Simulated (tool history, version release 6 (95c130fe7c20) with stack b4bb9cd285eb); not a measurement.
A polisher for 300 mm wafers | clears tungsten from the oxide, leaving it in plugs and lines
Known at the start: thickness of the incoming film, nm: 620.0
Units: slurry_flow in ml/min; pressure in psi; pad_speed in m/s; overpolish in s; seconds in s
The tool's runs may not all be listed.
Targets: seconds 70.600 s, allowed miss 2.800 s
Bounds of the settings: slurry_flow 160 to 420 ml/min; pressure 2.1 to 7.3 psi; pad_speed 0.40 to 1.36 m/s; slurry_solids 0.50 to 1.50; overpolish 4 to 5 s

{"run": 1, "hour": 0.0, "slurry_flow": 270, "pressure": 4.7, "pad_speed": 0.88, "slurry_solids": 1.0, "overpolish": 5, "seconds": 138.19}
{"run": 2, "hour": 6.1, "slurry_flow": 270, "pressure": 4.7, "pad_speed": 0.88, "slurry_solids": 1.0, "overpolish": 5, "seconds": 137.13}
{"run": 3, "hour": 8.3, "slurry_flow": 270, "pressure": 4.7, "pad_speed": 0.88, "slurry_solids": 1.1, "overpolish": 5, "seconds": 133.2}
{"run": 4, "hour": 12.1, "slurry_flow": 270, "pressure": 5.0, "pad_speed": 0.88, "slurry_solids": 1.1, "overpolish": 5, "seconds": 128.11}
{"run": 5, "hour": 18.6, "slurry_flow": 270, "pressure": 4.6, "pad_speed": 0.88, "slurry_solids": 1.1, "overpolish": 5, "seconds": 139.76}
{"run": 6, "hour": 21.8, "slurry_flow": 270, "pressure": 4.6, "pad_speed": 0.88, "slurry_solids": 1.1, "overpolish": 5, "seconds": 138.8}
{"run": 7, "hour": 29.1, "slurry_flow": 270, "pressure": 4.9, "pad_speed": 0.88, "slurry_solids": 1.1, "overpolish": 5, "seconds": 128.43}
{"run": 8, "hour": 29.9, "slurry_flow": 270, "pressure": 5.1, "pad_speed": 0.88, "slurry_solids": 1.1, "overpolish": 5, "seconds": 123.92}
{"run": 9, "hour": 38.2, "slurry_flow": 270, "pressure": 5.3, "pad_speed": 0.88, "slurry_solids": 1.1, "overpolish": 5, "seconds": 119.07}
{"run": 10, "hour": 41.7, "slurry_flow": 270, "pressure": 5.5, "pad_speed": 0.88, "slurry_solids": 1.1, "overpolish": 5, "seconds": 113.73}
{"run": 11, "hour": 45.9, "slurry_flow": 270, "pressure": 5.7, "pad_speed": 0.88, "slurry_solids": 1.1, "overpolish": 5, "seconds": 108.89}
{"run": 12, "hour": 48.5, "slurry_flow": 270, "pressure": 5.9, "pad_speed": 0.88, "slurry_solids": 1.1, "overpolish": 5, "seconds": 107.19}
{"run": 13, "hour": 51.9, "slurry_flow": 275, "pressure": 7.2, "pad_speed": 1.04, "slurry_solids": 1.15, "overpolish": 5, "seconds": 73.527}

4 next moves are on the table. One of them brings every result within its allowed miss. Which?
{"run": "A", "hour": 55.3, "slurry_flow": 235, "pressure": 7.2, "pad_speed": 1.0, "slurry_solids": 1.2, "overpolish": 5, "seconds": "?"}
{"run": "B", "hour": 55.3, "slurry_flow": 280, "pressure": 7.2, "pad_speed": 1.08, "slurry_solids": 1.15, "overpolish": 5, "seconds": "?"}
{"run": "C", "hour": 55.3, "slurry_flow": 295, "pressure": 6.8, "pad_speed": 1.0, "slurry_solids": 1.2, "overpolish": 5, "seconds": "?"}
{"run": "D", "hour": 55.3, "slurry_flow": 225, "pressure": 7.3, "pad_speed": 1.16, "slurry_solids": 1.2, "overpolish": 5, "seconds": "?"}

move=A seconds=77.301
move=B seconds=71.155
move=C seconds=79.953
move=D seconds=66.302
A: further off than the last run
B: meets every target
C: further off than the last run
D: takes the result that was furthest off past its target
Answer: B
